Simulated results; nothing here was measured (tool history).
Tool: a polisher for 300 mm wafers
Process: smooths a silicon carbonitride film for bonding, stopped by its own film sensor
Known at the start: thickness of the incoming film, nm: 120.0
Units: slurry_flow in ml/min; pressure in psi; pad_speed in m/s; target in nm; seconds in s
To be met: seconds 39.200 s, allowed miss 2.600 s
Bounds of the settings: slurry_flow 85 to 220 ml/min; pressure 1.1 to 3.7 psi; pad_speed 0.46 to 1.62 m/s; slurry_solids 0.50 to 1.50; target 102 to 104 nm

run,hour,slurry_flow,pressure,pad_speed,slurry_solids,target,seconds
1,0.0,140,2.4,1.04,1.00,102,87.696
2,8.5,140,2.4,0.86,1.00,102,98.916
3,10.6,140,2.8,1.02,1.05,102,71.693
4,15.0,140,2.8,1.02,1.25,102,65.117
# hour 17.9: head pressure recalibrated
5,17.9,160,2.8,1.02,1.25,102,59.326
6,19.9,170,3.0,1.04,1.25,102,51.607
7,23.1,180,3.1,1.04,1.25,102,50.365
8,23.7,185,3.3,1.06,1.25,102,48.071
9,29.9,190,3.4,1.10,1.25,102,44.313
10,31.8,190,3.5,1.12,1.25,102,41.911

Which of these 4 next moves meets every target?
A,33.7,195,3.7,1.28,1.05,104,?
B,33.7,195,3.6,1.16,1.25,104,?
C,33.7,220,3.4,1.00,0.95,104,?
D,33.7,190,3.7,1.12,1.20,103,?

move,seconds
A,34.513
B,34.527
C,46.924
D,37.503
A: takes the result that was furthest off past its target
B: takes the result that was furthest off past its target
C: further off than the last run
D: meets every target
The right move is D.

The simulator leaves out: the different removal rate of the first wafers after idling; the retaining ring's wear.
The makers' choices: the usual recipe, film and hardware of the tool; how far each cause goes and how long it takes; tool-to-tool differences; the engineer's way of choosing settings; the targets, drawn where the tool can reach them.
